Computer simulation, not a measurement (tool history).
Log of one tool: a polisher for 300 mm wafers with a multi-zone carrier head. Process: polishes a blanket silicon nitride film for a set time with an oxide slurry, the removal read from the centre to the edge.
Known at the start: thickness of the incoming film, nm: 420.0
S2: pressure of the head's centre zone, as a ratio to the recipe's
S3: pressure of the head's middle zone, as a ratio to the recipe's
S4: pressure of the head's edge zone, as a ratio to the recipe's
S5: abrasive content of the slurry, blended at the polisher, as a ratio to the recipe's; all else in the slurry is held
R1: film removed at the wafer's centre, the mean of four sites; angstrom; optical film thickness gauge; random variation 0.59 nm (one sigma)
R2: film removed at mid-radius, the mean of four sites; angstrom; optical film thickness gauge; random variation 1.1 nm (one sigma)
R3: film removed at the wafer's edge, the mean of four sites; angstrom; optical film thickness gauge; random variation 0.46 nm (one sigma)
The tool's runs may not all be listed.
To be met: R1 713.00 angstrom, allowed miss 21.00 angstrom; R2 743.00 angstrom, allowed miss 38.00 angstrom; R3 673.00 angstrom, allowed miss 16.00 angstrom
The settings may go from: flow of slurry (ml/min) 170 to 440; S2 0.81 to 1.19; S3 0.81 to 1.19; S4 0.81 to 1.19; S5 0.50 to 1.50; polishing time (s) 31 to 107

run 1 hour=0.0 | flow_of_slurry_(ml/min)=280 S2=1.00 S3=1.00 S4=1.00 S5=1.00 polishing_time_(s)=69 | R1=586.15 R2=608.38 R3=608.86
run 2 hour=8.5 | flow_of_slurry_(ml/min)=280 S2=1.00 S3=1.00 S4=1.05 S5=1.00 polishing_time_(s)=69 | R1=576.49 R2=588.19 R3=622.06
run 3 hour=14.7 | flow_of_slurry_(ml/min)=280 S2=1.00 S3=1.00 S4=1.05 S5=1.00 polishing_time_(s)=85 | R1=720.52 R2=718.83 R3=758.84
run 4 hour=20.1 | flow_of_slurry_(ml/min)=210 S2=1.00 S3=1.00 S4=1.05 S5=1.00 polishing_time_(s)=85 | R1=668.75 R2=688.79 R3=739.47
run 5 hour=27.6 | flow_of_slurry_(ml/min)=215 S2=1.01 S3=1.01 S4=1.01 S5=1.00 polishing_time_(s)=85 | R1=686.84 R2=706.46 R3=715.28
run 6 hour=29.4 | flow_of_slurry_(ml/min)=215 S2=1.01 S3=1.01 S4=1.01 S5=0.90 polishing_time_(s)=85 | R1=663.96 R2=678.80 R3=695.56
run 7 hour=31.7 | flow_of_slurry_(ml/min)=225 S2=1.02 S3=1.03 S4=0.99 S5=0.90 polishing_time_(s)=85 | R1=671.81 R2=693.44 R3=684.20
run 8 hour=34.3 | flow_of_slurry_(ml/min)=235 S2=1.03 S3=1.04 S4=0.98 S5=0.90 polishing_time_(s)=85 | R1=673.49 R2=704.50 R3=681.06

5 next moves are on the table. One of them brings every result within its allowed miss. Which?
run A hour=36.9 | flow_of_slurry_(ml/min)=255 S2=1.04 S3=1.17 S4=0.81 S5=0.90 polishing_time_(s)=90 | R1=? R2=? R3=?
run B hour=36.9 | flow_of_slurry_(ml/min)=195 S2=1.04 S3=1.07 S4=0.85 S5=0.80 polishing_time_(s)=97 | R1=? R2=? R3=?
run C hour=36.9 | flow_of_slurry_(ml/min)=210 S2=1.04 S3=1.13 S4=0.97 S5=0.85 polishing_time_(s)=87 | R1=? R2=? R3=?
run D hour=36.9 | flow_of_slurry_(ml/min)=290 S2=1.08 S3=0.95 S4=0.97 S5=0.80 polishing_time_(s)=87 | R1=? R2=? R3=?
run E hour=36.9 | flow_of_slurry_(ml/min)=235 S2=0.95 S3=1.17 S4=1.02 S5=0.85 polishing_time_(s)=84 | R1=? R2=? R3=?

move=A R1=740.61 R2=810.23 R3=673.42
move=B R1=715.34 R2=729.51 R3=678.54
move=C R1=671.55 R2=715.85 R3=672.08
move=D R1=717.85 R2=632.63 R3=680.58
move=E R1=605.74 R2=727.20 R3=674.45
A: takes the result that was furthest off past its target
B: meets every target
C: as far off as the last run
D: brings the result that was furthest off to its target, and leaves another outside
E: further off than the last run
The right move is B.
